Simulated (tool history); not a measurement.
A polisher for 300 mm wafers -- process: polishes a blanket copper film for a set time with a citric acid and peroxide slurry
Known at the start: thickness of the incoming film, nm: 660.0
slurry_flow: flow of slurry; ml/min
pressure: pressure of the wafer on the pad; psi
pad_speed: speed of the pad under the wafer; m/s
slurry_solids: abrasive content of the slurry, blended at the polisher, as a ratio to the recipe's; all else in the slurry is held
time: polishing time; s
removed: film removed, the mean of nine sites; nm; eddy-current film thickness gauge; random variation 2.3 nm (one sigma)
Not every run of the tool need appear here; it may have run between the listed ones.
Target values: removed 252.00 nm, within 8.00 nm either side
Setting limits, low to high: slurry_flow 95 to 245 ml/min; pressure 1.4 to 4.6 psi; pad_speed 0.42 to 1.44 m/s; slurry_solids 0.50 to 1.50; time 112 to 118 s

run,day,slurry_flow,pressure,pad_speed,slurry_solids,time,removed
1,0.000,155,3.0,0.92,1.00,112,211.28
2,0.104,155,3.0,0.82,1.00,112,195.43
3,0.321,130,3.0,0.82,1.00,112,190.75
4,0.633,130,3.1,0.82,1.00,112,199.72
5,0.912,130,3.1,0.82,1.00,112,196.43
6,1.096,130,3.2,0.82,1.00,112,206.30
7,1.367,130,3.3,0.82,1.00,112,212.72
8,1.417,130,3.6,0.82,1.00,112,229.34
9,1.588,130,3.8,0.82,1.00,112,238.30

Which single option among these 5 for the next run brings every result within its allowed miss of target? Just one does.
A,1.758,110,4.1,0.86,0.95,118,?
B,1.758,130,4.2,0.78,0.75,118,?
C,1.758,140,3.7,0.78,1.05,112,?
D,1.758,125,3.5,0.86,1.00,115,?
E,1.758,165,4.1,0.70,0.70,115,?

move,removed
A,271.42
B,256.55
C,235.70
D,234.85
E,235.43
A: moves the result that the last run missed by most past its target, out the other side
B: hits every target within its allowed miss
C: moves away from the targets compared with the last run
D: moves away from the targets compared with the last run
E: moves away from the targets compared with the last run
Answer: B

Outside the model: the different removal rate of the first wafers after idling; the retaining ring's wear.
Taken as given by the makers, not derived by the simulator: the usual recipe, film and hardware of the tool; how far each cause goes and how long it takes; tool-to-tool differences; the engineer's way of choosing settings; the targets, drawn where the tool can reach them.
